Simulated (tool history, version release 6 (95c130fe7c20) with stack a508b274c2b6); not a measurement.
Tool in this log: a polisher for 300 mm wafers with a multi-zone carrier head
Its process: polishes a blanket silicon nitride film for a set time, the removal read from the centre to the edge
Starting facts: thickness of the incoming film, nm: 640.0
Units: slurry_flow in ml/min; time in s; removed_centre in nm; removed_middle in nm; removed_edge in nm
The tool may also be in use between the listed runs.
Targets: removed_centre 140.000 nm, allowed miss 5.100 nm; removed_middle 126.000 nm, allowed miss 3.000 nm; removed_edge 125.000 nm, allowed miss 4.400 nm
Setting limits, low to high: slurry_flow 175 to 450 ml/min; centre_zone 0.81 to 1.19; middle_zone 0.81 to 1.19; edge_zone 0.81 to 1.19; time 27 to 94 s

{"run": 1, "hour": 0.0, "slurry_flow": 290, "centre_zone": 1.0, "middle_zone": 1.0, "edge_zone": 1.0, "time": 60, "removed_centre": 131.04, "removed_middle": 134.6, "removed_edge": 130.4}
{"run": 2, "hour": 1.6, "slurry_flow": 285, "centre_zone": 1.01, "middle_zone": 0.99, "edge_zone": 0.99, "time": 60, "removed_centre": 132.52, "removed_middle": 134.42, "removed_edge": 131.51}
{"run": 3, "hour": 4.3, "slurry_flow": 215, "centre_zone": 1.01, "middle_zone": 0.99, "edge_zone": 0.99, "time": 60, "removed_centre": 124.76, "removed_middle": 127.79, "removed_edge": 126.08}
{"run": 4, "hour": 5.5, "slurry_flow": 215, "centre_zone": 0.95, "middle_zone": 0.99, "edge_zone": 0.99, "time": 60, "removed_centre": 116.03, "removed_middle": 126.05, "removed_edge": 124.61}
{"run": 5, "hour": 7.8, "slurry_flow": 225, "centre_zone": 0.97, "middle_zone": 0.98, "edge_zone": 0.98, "time": 60, "removed_centre": 119.39, "removed_middle": 126.71, "removed_edge": 125.54}
{"run": 6, "hour": 13.3, "slurry_flow": 225, "centre_zone": 0.97, "middle_zone": 0.98, "edge_zone": 0.98, "time": 46, "removed_centre": 93.646, "removed_middle": 97.289, "removed_edge": 97.009}
{"hour": 16.4, "done": "slurry nozzle cleaned"}
{"run": 7, "hour": 16.4, "slurry_flow": 250, "centre_zone": 1.0, "middle_zone": 0.99, "edge_zone": 1.01, "time": 47, "removed_centre": 103.8, "removed_middle": 105.01, "removed_edge": 102.69}
{"run": 8, "hour": 23.7, "slurry_flow": 270, "centre_zone": 1.01, "middle_zone": 0.99, "edge_zone": 1.04, "time": 47, "removed_centre": 108.8, "removed_middle": 107.35, "removed_edge": 107.35}
{"run": 9, "hour": 27.8, "slurry_flow": 350, "centre_zone": 1.11, "middle_zone": 1.08, "edge_zone": 1.14, "time": 47, "removed_centre": 124.99, "removed_middle": 117.21, "removed_edge": 114.25}
{"run": 10, "hour": 36.2, "slurry_flow": 355, "centre_zone": 1.12, "middle_zone": 1.08, "edge_zone": 1.15, "time": 48, "removed_centre": 123.83, "removed_middle": 120.87, "removed_edge": 116.84}
{"run": 11, "hour": 38.6, "slurry_flow": 365, "centre_zone": 1.13, "middle_zone": 1.07, "edge_zone": 1.15, "time": 49, "removed_centre": 129.56, "removed_middle": 122.17, "removed_edge": 118.84}
{"run": 12, "hour": 41.7, "slurry_flow": 370, "centre_zone": 1.14, "middle_zone": 1.07, "edge_zone": 1.16, "time": 49, "removed_centre": 130.19, "removed_middle": 121.73, "removed_edge": 119.29}
{"run": 13, "hour": 50.5, "slurry_flow": 375, "centre_zone": 1.15, "middle_zone": 1.07, "edge_zone": 1.16, "time": 49, "removed_centre": 131.92, "removed_middle": 121.58, "removed_edge": 121.21}
{"run": 14, "hour": 59.1, "slurry_flow": 380, "centre_zone": 1.16, "middle_zone": 1.07, "edge_zone": 1.16, "time": 49, "removed_centre": 132.94, "removed_middle": 123.02, "removed_edge": 121.47}
{"run": 15, "hour": 62.2, "slurry_flow": 385, "centre_zone": 1.17, "middle_zone": 1.07, "edge_zone": 1.16, "time": 49, "removed_centre": 135.58, "removed_middle": 120.56, "removed_edge": 121.06}

Which one of the following 5 next-run settings gets every result inside its allowed miss? There is exactly one.
{"run": "A", "hour": 65.3, "slurry_flow": 450, "centre_zone": 1.15, "middle_zone": 0.87, "edge_zone": 1.15, "time": 51, "removed_centre": "?", "removed_middle": "?", "removed_edge": "?"}
{"run": "B", "hour": 65.3, "slurry_flow": 390, "centre_zone": 1.18, "middle_zone": 1.14, "edge_zone": 1.12, "time": 48, "removed_centre": "?", "removed_middle": "?", "removed_edge": "?"}
{"run": "C", "hour": 65.3, "slurry_flow": 385, "centre_zone": 1.17, "middle_zone": 0.99, "edge_zone": 1.19, "time": 50, "removed_centre": "?", "removed_middle": "?", "removed_edge": "?"}
{"run": "D", "hour": 65.3, "slurry_flow": 330, "centre_zone": 1.16, "middle_zone": 1.0, "edge_zone": 1.19, "time": 50, "removed_centre": "?", "removed_middle": "?", "removed_edge": "?"}
{"run": "E", "hour": 65.3, "slurry_flow": 365, "centre_zone": 1.18, "middle_zone": 1.07, "edge_zone": 1.18, "time": 51, "removed_centre": "?", "removed_middle": "?", "removed_edge": "?"}

move=A removed_centre=140.040 removed_middle=111.020 removed_edge=125.700
move=B removed_centre=133.940 removed_middle=125.710 removed_edge=115.410
move=C removed_centre=138.050 removed_middle=117.900 removed_edge=124.160
move=D removed_centre=134.860 removed_middle=117.180 removed_edge=122.870
move=E removed_centre=141.410 removed_middle=126.710 removed_edge=125.550
A: moves away from the targets compared with the last run
B: puts the biggest miss on target and leaves a different result outside tolerance
C: moves away from the targets compared with the last run
D: moves away from the targets compared with the last run
E: all results in spec
E meets every target.
